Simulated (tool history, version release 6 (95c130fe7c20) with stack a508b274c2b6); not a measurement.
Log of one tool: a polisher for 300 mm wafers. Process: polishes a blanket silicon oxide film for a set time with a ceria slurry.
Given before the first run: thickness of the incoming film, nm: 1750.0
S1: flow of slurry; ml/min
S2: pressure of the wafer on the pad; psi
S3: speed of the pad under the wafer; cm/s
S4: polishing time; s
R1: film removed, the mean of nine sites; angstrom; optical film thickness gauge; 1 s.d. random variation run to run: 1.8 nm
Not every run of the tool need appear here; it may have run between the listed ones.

run,hour,S1,S2,S3,S4,R1
1,0,170,3.5,82,46,1878.2
2,2.8,185,3.8,82,46,2037.5
3,10.8,185,4,82,46,2110.5
4,17.7,225,4,82,46,2210.1
5,26.3,230,4.1,82,46,2239.2
6,28.6,230,4.2,82,46,2317.3
7,29.8,230,4.3,82,46,2358.3

What will run 8 give?
8,35.6,230,4.3,82,46,?

R1: 2339.6 angstrom
